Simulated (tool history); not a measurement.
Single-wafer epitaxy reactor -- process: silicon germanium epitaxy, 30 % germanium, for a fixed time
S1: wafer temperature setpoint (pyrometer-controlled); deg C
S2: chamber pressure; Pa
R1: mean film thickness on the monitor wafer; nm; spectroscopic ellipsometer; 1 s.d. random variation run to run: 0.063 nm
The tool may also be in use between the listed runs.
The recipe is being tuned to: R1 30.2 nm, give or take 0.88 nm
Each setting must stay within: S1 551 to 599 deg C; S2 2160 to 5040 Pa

{"run": 1, "hour": 0.0, "S1": 575, "S2": 3600, "R1": 40.602}
{"run": 2, "hour": 4.0, "S1": 583, "S2": 3600, "R1": 46.625}
{"run": 3, "hour": 10.8, "S1": 583, "S2": 3360, "R1": 45.114}
{"run": 4, "hour": 18.3, "S1": 577, "S2": 3360, "R1": 40.68}
{"run": 5, "hour": 21.2, "S1": 577, "S2": 3600, "R1": 42.008}
{"run": 6, "hour": 26.7, "S1": 571, "S2": 3560, "R1": 37.757}
{"run": 7, "hour": 30.0, "S1": 567, "S2": 3533, "R1": 34.989}
{"run": 8, "hour": 35.3, "S1": 564, "S2": 3520, "R1": 33.374}
{"run": 9, "hour": 43.1, "S1": 562, "S2": 3506, "R1": 32.136}

Which single option among these 4 for the next run brings every result within its allowed miss of target? Just one does.
{"run": "A", "hour": 50.9, "S1": 567, "S2": 3453, "R1": "?"}
{"run": "B", "hour": 50.9, "S1": 562, "S2": 3786, "R1": "?"}
{"run": "C", "hour": 50.9, "S1": 558, "S2": 3653, "R1": "?"}
{"run": "D", "hour": 50.9, "S1": 565, "S2": 3786, "R1": "?"}

move=A R1=34.727
move=B R1=33.124
move=C R1=30.361
move=D R1=34.928
A: misses by more than the last run did
B: misses by more than the last run did
C: every result lands within tolerance
D: misses by more than the last run did
Go with C: it meets all targets.
